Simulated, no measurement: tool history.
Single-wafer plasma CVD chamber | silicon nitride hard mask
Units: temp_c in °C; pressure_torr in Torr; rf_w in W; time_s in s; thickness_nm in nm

{"run": 1, "hour": 0.0, "temp_c": 380, "pressure_torr": 1.64, "rf_w": 240, "time_s": 39.8, "thickness_nm": 42.131}
{"run": 2, "hour": 7.9, "temp_c": 380, "pressure_torr": 1.64, "rf_w": 240, "time_s": 39.8, "thickness_nm": 41.989}
{"run": 3, "hour": 9.2, "temp_c": 380, "pressure_torr": 1.64, "rf_w": 240, "time_s": 37.8, "thickness_nm": 39.729}
{"run": 4, "hour": 16.9, "temp_c": 380, "pressure_torr": 1.64, "rf_w": 220, "time_s": 37.8, "thickness_nm": 37.158}
{"run": 5, "hour": 17.7, "temp_c": 380, "pressure_torr": 1.75, "rf_w": 240, "time_s": 38.1, "thickness_nm": 40.555}
{"run": 6, "hour": 23.0, "temp_c": 380, "pressure_torr": 1.75, "rf_w": 260, "time_s": 38.1, "thickness_nm": 43.039}

Estimate the outcome of run 7 from the log above:
{"hour": 31.1, "done": "RF generator calibrated"}
{"run": 7, "hour": 31.1, "temp_c": 380, "pressure_torr": 1.79, "rf_w": 275, "time_s": 38.4, "thickness_nm": "?"}

thickness_nm: 48.288 nm

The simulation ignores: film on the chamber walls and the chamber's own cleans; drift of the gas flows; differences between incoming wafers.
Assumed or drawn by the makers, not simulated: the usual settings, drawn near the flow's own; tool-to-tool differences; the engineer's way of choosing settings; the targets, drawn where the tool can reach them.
